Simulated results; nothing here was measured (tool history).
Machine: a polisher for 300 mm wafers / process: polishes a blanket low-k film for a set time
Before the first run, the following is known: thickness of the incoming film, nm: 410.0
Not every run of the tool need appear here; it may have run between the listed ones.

run	hour	flow of slurry (ml/min)	pressure of the wafer on the pad (kPa)	speed of the pad under the wafer (m/s)	abrasive content of the slurry	polishing time (s)	film removed (angstrom)
1	0.0	130	11.7	1.24	1.0	40	161.89
2	7.3	135	12.4	1.24	1.0	40	174.61
3	11.7	135	12.4	1.24	0.9	40	165.94
4	19.8	135	12.4	1.24	0.9	40	164.40
5	26.7	140	13.1	1.24	0.9	40	174.60
6	29.1	140	10.3	1.24	0.9	40	138.89
7	32.0	175	13.8	1.28	0.9	40	194.46
8	35.9	175	14.5	1.28	0.9	40	202.94

Predict the results of run 9:
9	39.5	175	15.2	1.28	0.9	40	?

Run 9 came out at film removed (angstrom) 214.61.
